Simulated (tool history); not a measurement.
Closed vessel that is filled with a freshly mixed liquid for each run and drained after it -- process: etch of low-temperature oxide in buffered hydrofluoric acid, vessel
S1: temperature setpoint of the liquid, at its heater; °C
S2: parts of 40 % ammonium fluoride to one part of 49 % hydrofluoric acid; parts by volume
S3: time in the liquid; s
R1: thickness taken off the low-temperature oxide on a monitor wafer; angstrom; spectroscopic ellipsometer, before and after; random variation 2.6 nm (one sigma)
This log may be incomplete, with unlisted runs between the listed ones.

Run 1, day 0.000: S1 22.0 °C, S2 14.5 parts by volume, S3 95 s. Result: R1 1902.1 angstrom.
Run 2, day 0.388: S1 22.0 °C, S2 14.5 parts by volume, S3 95 s. Result: R1 1898.7 angstrom.
Run 3, day 0.662: S1 22.0 °C, S2 16.0 parts by volume, S3 95 s. Result: R1 1746.1 angstrom.
Run 4, day 0.808: S1 23.0 °C, S2 15.5 parts by volume, S3 95 s. Result: R1 1909.1 angstrom.
Run 5, day 1.017: S1 24.0 °C, S2 15.0 parts by volume, S3 95 s. Result: R1 2064.7 angstrom.
Run 6, day 1.183: S1 24.0 °C, S2 18.0 parts by volume, S3 95 s. Result: R1 1709.0 angstrom.
Run 7, day 1.371: S1 25.0 °C, S2 17.0 parts by volume, S3 95 s. Result: R1 1915.4 angstrom.
Run 8, day 1.533: S1 25.5 °C, S2 16.0 parts by volume, S3 95 s. Result: R1 2096.0 angstrom.
Run 9, day 1.896: S1 26.0 °C, S2 15.5 parts by volume, S3 95 s. Result: R1 2223.5 angstrom.
Run 10, day 2.250: S1 26.5 °C, S2 15.0 parts by volume, S3 95 s. Result: R1 2380.2 angstrom.
Run 11, day 2.571: S1 27.0 °C, S2 14.5 parts by volume, S3 95 s. Result: R1 2472.9 angstrom.

Predict the results of run 12:
Run 12, day 2.838: S1 27.5 °C, S2 14.0 parts by volume, S3 95 s. Result: R1 ?.

{"run 12": {"R1": 2633.8}}

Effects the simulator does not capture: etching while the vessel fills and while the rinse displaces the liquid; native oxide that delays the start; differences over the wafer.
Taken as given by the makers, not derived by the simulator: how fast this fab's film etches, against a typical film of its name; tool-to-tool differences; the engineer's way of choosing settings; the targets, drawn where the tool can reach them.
